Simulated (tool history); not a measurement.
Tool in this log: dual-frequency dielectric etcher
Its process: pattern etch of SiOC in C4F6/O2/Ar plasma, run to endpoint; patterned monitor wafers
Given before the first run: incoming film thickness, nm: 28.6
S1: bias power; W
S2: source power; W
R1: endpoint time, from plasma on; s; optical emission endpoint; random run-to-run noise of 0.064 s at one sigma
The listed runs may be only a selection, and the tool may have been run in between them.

run 1 day=0.000 | S1=422 S2=380 | R1=10.6750
run 2 day=0.108 | S1=401 S2=380 | R1=10.7250
run 3 day=0.388 | S1=401 S2=430 | R1=10.2790
run 4 day=0.488 | S1=401 S2=470 | R1=9.7789
run 5 day=0.788 | S1=401 S2=400 | R1=10.4790
run 6 day=0.900 | S1=401 S2=470 | R1=9.8909
run 7 day=1.012 | S1=371 S2=450 | R1=10.2470
run 8 day=1.204 | S1=347 S2=430 | R1=10.5840

Run 9 is up next; what results do you expect?
run 9 day=1.512 | S1=329 S2=420 | R1=?

R1: 10.8270 s
